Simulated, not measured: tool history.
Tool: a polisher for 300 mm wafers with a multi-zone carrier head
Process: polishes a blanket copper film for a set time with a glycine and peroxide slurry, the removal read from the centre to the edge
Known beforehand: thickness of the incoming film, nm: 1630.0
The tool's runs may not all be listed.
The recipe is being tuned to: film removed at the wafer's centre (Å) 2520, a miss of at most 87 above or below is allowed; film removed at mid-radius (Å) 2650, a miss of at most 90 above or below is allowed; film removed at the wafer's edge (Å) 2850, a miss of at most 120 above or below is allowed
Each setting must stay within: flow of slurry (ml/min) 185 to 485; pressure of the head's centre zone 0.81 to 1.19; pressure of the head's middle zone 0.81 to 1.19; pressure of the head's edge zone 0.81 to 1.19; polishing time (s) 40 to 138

run  hour  flow of slurry (ml/min)  pressure of the head's centre zone  pressure of the head's middle zone  pressure of the head's edge zone  polishing time (s)  film removed at the wafer's centre (Å)  film removed at mid-radius (Å)  film removed at the wafer's edge (Å)
  1     0                      310                                   1                                   1                                 1                  88                                  3560.8                          3619.9                                3598.2
  2     3                      310                                1.08                                   1                                 1                  88                                  3915.8                          3593.6                                3536.9
  3   6.7                      310                                1.08                                0.96                                 1                  88                                  3921.5                          3445.8                                3576.4
  4  10.1                      305                                1.02                                0.94                              0.97                  82                                    3411                          3168.3                                3328.9
  5  15.7                      300                                0.98                                0.93                              0.95                  78                                  3171.6                          3000.4                                3153.8
  6  24.5                      300                                0.98                                0.93                              0.99                  78                                  3171.6                          2946.3                                3076.1
  7    26                      300                                0.98                                0.93                              0.99                  78                                  3119.8                          2995.2                                3189.8
  8  27.4                      280                                0.88                                0.86                              0.89                  71                                  2541.6                            2542                                2764.4
  9    31                      280                                0.88                                0.86                              0.89                  71                                  2541.5                          2543.5                                2775.8

Pick the move, out of 5, that brings all results within their allowed miss; only one does.
  A  34.6                      285                                0.88                                0.87                               0.9                  65                                       ?                               ?                                     ?
  B  34.6                      285                                0.84                                0.81                               0.9                  73                                       ?                               ?                                     ?
  C  34.6                      235                                 0.9                                0.94                              0.84                  70                                       ?                               ?                                     ?
  D  34.6                      285                                0.85                                0.87                              0.92                  73                                       ?                               ?                                     ?
  E  34.6                      185                                0.88                                0.86                              0.89                  70                                       ?                               ?                                     ?

move  film removed at the wafer's centre (Å)  film removed at mid-radius (Å)  film removed at the wafer's edge (Å)
   A                                  2307.5                            2385                                2523.3
   B                                  2471.7                          2537.8                                  2836
   C                                    2488                          2673.1                                2592.7
   D                                  2502.4                          2678.9                                2862.7
   E                                  2353.3                          2424.7                                2606.6
A: lands further from the targets than the last run did
B: lands further from the targets than the last run did
C: meets the target for the result that was furthest off, but another lies outside its allowed miss
D: meets every target
E: lands further from the targets than the last run did
Answer: D

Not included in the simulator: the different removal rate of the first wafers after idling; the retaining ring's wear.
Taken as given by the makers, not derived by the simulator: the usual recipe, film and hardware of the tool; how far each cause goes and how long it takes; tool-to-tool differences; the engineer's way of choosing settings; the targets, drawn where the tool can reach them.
